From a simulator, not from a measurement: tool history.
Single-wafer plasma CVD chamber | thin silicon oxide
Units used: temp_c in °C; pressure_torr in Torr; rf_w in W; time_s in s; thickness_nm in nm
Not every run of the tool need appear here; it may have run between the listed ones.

| run | hour | temp_c | pressure_torr | rf_w | time_s | thickness_nm |
|---|---|---|---|---|---|---|
| 1 | 0.0 | 390 | 1.05 | 310 | 3.14 | 8.0596 |
| 2 | 2.1 | 390 | 1.11 | 315 | 3.14 | 8.5567 |
| 3 | 7.2 | 390 | 1.11 | 340 | 3.14 | 8.9001 |
| 4 | 13.8 | 390 | 1.23 | 340 | 3.14 | 9.5421 |
| 5 | 22.1 | 381 | 1.23 | 340 | 3.14 | 9.6790 |
| 6 | 22.7 | 381 | 1.30 | 340 | 3.14 | 9.9238 |
| 7 | 23.8 | 381 | 1.26 | 340 | 3.14 | 9.7737 |
| 8 | 30.8 | 381 | 1.23 | 340 | 3.14 | 9.6232 |
| 9 | 38.5 | 381 | 1.21 | 340 | 3.14 | 9.5473 |

Estimate the outcome of run 10 from the log above:
| 10 | 45.1 | 381 | 1.19 | 340 | 3.14 | ? |

thickness_nm: 9.4248 nm
